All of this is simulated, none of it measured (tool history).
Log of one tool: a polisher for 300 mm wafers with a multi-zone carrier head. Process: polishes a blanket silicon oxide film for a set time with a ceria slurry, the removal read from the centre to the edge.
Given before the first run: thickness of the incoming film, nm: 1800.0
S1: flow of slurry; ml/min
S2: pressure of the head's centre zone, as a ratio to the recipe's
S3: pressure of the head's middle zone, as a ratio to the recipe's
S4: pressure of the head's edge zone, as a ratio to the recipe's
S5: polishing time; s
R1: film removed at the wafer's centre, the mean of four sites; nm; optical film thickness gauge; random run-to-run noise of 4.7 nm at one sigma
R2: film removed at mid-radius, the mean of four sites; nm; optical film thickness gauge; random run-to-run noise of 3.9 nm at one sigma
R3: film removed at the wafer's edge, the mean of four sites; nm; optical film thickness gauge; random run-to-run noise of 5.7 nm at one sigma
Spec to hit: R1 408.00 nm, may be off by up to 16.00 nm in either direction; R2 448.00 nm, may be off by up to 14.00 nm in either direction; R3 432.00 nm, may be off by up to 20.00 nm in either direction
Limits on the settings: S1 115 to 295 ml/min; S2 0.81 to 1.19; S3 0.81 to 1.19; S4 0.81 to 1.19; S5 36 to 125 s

run	day	S1	S2	S3	S4	S5	R1	R2	R3
1	0.000	190	1.00	1.00	1.00	80	324.71	325.48	323.10
2	0.154	200	1.00	1.04	1.05	85	340.14	362.00	360.53
3	0.421	215	1.03	1.08	1.08	87	368.82	377.91	372.81
4	0.717	215	1.03	1.08	1.05	87	355.73	383.99	374.86
5	1.058	215	0.99	1.08	1.05	87	338.11	390.00	362.42
6	1.362	220	1.01	1.11	1.08	90	360.09	406.48	377.50
7	1.667	230	1.01	1.11	1.10	93	378.75	423.45	401.60
8	1.938	235	1.01	1.11	1.11	94	385.84	429.72	401.34

Which of these 4 next moves meets every target?
A	2.208	240	1.01	1.13	1.15	97	?	?	?
B	2.208	285	0.98	1.04	1.09	95	?	?	?
C	2.208	170	1.01	1.00	1.17	103	?	?	?
D	2.208	270	1.15	1.17	0.85	93	?	?	?

move	R1	R2	R3
A	402.12	452.75	435.50
B	390.34	421.47	422.09
C	401.61	410.47	449.01
D	446.43	453.48	365.96
A: every result within its allowed miss
B: corrects the largest miss of the last run, while another result sits out of spec
C: corrects the largest miss of the last run, while another result sits out of spec
D: further off than the last run
Correct choice: A, which meets every target
